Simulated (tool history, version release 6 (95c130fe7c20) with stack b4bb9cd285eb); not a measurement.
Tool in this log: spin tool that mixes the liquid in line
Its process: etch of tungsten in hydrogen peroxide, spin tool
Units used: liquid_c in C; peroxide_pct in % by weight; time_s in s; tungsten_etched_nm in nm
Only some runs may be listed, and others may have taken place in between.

run 1 day=0 | liquid_c=56 peroxide_pct=16 time_s=50 | tungsten_etched_nm=49.189
run 2 day=0.117 | liquid_c=56 peroxide_pct=16 time_s=50 | tungsten_etched_nm=49.762
run 3 day=0.321 | liquid_c=56 peroxide_pct=13.5 time_s=50 | tungsten_etched_nm=45.698
run 4 day=0.583 | liquid_c=56 peroxide_pct=13.5 time_s=50 | tungsten_etched_nm=45.701
run 5 day=0.8 | liquid_c=56 peroxide_pct=13.5 time_s=55 | tungsten_etched_nm=50.886
run 6 day=1.038 | liquid_c=56 peroxide_pct=13.5 time_s=55 | tungsten_etched_nm=50.288
run 7 day=1.129 | liquid_c=56.5 peroxide_pct=13.5 time_s=55 | tungsten_etched_nm=51.15
run 8 day=1.408 | liquid_c=57 peroxide_pct=13.5 time_s=55 | tungsten_etched_nm=53.126
run 9 day=1.642 | liquid_c=57.5 peroxide_pct=13.5 time_s=55 | tungsten_etched_nm=54.589

What does the tool deliver on the next run?
run 10 day=1.725 | liquid_c=58 peroxide_pct=13.5 time_s=55 | tungsten_etched_nm=?

Run 10 came out at tungsten_etched_nm 56.352 nm.
